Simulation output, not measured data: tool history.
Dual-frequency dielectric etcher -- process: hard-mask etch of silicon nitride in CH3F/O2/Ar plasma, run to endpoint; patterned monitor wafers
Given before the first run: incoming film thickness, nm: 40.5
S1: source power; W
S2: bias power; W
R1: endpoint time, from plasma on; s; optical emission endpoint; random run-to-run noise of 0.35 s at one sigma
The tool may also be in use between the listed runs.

{"run": 1, "day": 0.0, "S1": 430, "S2": 87, "R1": 58.81}
{"run": 2, "day": 0.292, "S1": 430, "S2": 81, "R1": 59.911}
{"run": 3, "day": 0.55, "S1": 430, "S2": 71, "R1": 63.274}
{"run": 4, "day": 0.767, "S1": 480, "S2": 71, "R1": 58.802}
{"day": 1.033, "done": "wet clean of the chamber"}
{"run": 5, "day": 1.033, "S1": 480, "S2": 77, "R1": 58.617}
{"run": 6, "day": 1.138, "S1": 440, "S2": 73, "R1": 63.005}

Predict the results of run 7:
{"run": 7, "day": 1.304, "S1": 410, "S2": 72, "R1": "?"}

R1: 66.269 s
